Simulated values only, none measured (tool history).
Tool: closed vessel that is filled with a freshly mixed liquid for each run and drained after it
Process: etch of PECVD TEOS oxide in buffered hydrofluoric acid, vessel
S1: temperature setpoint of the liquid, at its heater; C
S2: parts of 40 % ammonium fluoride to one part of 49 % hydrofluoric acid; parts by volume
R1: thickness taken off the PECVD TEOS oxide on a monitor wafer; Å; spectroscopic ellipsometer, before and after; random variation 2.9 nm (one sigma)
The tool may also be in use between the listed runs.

run 1 hour=0 | S1=23 S2=9.5 time_in_the_liquid_(s)=100 | R1=2584.7
run 2 hour=1.8 | S1=23 S2=8 time_in_the_liquid_(s)=100 | R1=3087.4
run 3 hour=3.6 | S1=23 S2=8 time_in_the_liquid_(s)=105 | R1=3222.8
run 4 hour=9.2 | S1=23 S2=8 time_in_the_liquid_(s)=105 | R1=3223
run 5 hour=16.4 | S1=23 S2=9 time_in_the_liquid_(s)=105 | R1=2818.9
run 6 hour=24.2 | S1=23 S2=9 time_in_the_liquid_(s)=100 | R1=2713.4
run 7 hour=29.9 | S1=23 S2=9 time_in_the_liquid_(s)=100 | R1=2694.8

The next listed run, before its measurement:
run 8 hour=38.7 | S1=27 S2=6.5 time_in_the_liquid_(s)=100 | R1=?

R1: 4665.4 Å
